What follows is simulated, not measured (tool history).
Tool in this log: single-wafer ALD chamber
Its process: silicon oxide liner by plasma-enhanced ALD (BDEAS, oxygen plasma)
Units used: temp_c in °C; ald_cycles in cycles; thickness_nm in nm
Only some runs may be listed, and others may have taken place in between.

{"run": 1, "hour": 0.0, "temp_c": 315, "ald_cycles": 85, "thickness_nm": 7.4871}
{"run": 2, "hour": 3.6, "temp_c": 316, "ald_cycles": 78, "thickness_nm": 6.8875}
{"run": 3, "hour": 11.5, "temp_c": 316, "ald_cycles": 84, "thickness_nm": 7.4199}
{"run": 4, "hour": 20.1, "temp_c": 320, "ald_cycles": 84, "thickness_nm": 7.3278}
{"run": 5, "hour": 23.7, "temp_c": 321, "ald_cycles": 78, "thickness_nm": 6.8372}
{"run": 6, "hour": 24.4, "temp_c": 330, "ald_cycles": 78, "thickness_nm": 6.7438}
{"run": 7, "hour": 33.4, "temp_c": 330, "ald_cycles": 74, "thickness_nm": 6.3848}
{"run": 8, "hour": 35.6, "temp_c": 330, "ald_cycles": 71, "thickness_nm": 6.1225}
{"run": 9, "hour": 39.3, "temp_c": 330, "ald_cycles": 69, "thickness_nm": 5.9569}

Run 10, settings as shown, results not yet in. Your forecast:
{"run": 10, "hour": 43.0, "temp_c": 330, "ald_cycles": 68, "thickness_nm": "?"}

thickness_nm: 5.9186 nm

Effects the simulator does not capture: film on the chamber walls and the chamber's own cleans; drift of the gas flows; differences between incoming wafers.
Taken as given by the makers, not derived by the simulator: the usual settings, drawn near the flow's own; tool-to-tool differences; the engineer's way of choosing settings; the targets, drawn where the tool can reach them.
